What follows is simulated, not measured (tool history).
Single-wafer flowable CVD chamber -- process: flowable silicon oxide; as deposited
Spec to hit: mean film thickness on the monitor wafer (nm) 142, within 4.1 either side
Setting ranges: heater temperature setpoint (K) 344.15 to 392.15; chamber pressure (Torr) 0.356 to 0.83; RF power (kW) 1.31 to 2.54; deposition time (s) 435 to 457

run  hour  heater temperature setpoint (K)  chamber pressure (Torr)  RF power (kW)  deposition time (s)  mean film thickness on the monitor wafer (nm)
  1     0                           368.15                    0.593          1.925                  457                                         209.38
  2   7.8                           368.15                    0.593          1.805                  457                                         207.36
  3  11.8                           368.15                    0.593           1.61                  457                                         199.12
  4  20.2                           368.15                    0.551           1.61                  457                                         184.99
  5  28.2                           368.15                    0.551          1.475                  457                                          179.5
  6  29.3                           368.15                    0.551          1.475                  457                                         179.17
  7  32.1                           369.15                    0.551          1.475                  457                                         172.59
  8  34.8                           370.15                    0.551          1.475                  457                                         167.15
  9  37.8                           371.15                    0.551          1.475                  457                                         161.33
 10  43.6                           371.15                    0.551          1.475                  457                                         162.03
 11  49.2                           376.15                     0.55          1.475                  457                                         137.71

Exactly one of the 4 candidate moves below puts every result within its allowed miss. Which one?
  A  54.8                           375.15                    0.583          1.645                  452                                              ?
  B  54.8                           372.15                    0.508          1.655                  457                                              ?
  C  54.8                           373.15                    0.566          1.325                  439                                              ?
  D  54.8                           378.15                    0.578          1.415                  457                                              ?

move  mean film thickness on the monitor wafer (nm)
   A                                         152.82
   B                                         150.54
   C                                         140.66
   D                                         129.95
A: the result that was furthest off in the last run now lies on the other side of its target
B: the result that was furthest off in the last run now lies on the other side of its target
C: meets every target
D: misses by more than the last run did
Move C is the one to make.

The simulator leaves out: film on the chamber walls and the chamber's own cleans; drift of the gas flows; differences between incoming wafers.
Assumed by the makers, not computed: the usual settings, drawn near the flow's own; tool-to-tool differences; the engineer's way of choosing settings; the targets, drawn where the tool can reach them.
